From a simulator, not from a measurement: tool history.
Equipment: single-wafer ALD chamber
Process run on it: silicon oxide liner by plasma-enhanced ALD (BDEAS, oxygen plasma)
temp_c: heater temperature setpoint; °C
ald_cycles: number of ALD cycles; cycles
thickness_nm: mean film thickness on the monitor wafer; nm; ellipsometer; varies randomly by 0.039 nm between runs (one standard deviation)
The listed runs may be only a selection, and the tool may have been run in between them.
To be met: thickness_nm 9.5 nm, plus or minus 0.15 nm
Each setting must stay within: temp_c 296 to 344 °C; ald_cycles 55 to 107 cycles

run	day	temp_c	ald_cycles	thickness_nm
1	0	320	81	7.5143
2	0.042	320	75	6.9702
3	0.229	313	75	7.0507
4	0.554	312	82	7.7276
5	0.721	312	93	8.7841
6	0.817	311	95	8.9829
7	0.883	310	96	9.0798
8	1.046	310	97	9.2027
9	1.1	309	98	9.3888
10	1.321	308	98	9.3452

Pick the move, out of 4, that brings all results within their allowed miss; only one does.
A	1.542	311	96	?
B	1.542	305	94	?
C	1.542	310	97	?
D	1.542	311	100	?

move	thickness_nm
A	9.0749
B	8.9719
C	9.1842
D	9.453
A: further off than the last run
B: further off than the last run
C: further off than the last run
D: meets every target
The right move is D.

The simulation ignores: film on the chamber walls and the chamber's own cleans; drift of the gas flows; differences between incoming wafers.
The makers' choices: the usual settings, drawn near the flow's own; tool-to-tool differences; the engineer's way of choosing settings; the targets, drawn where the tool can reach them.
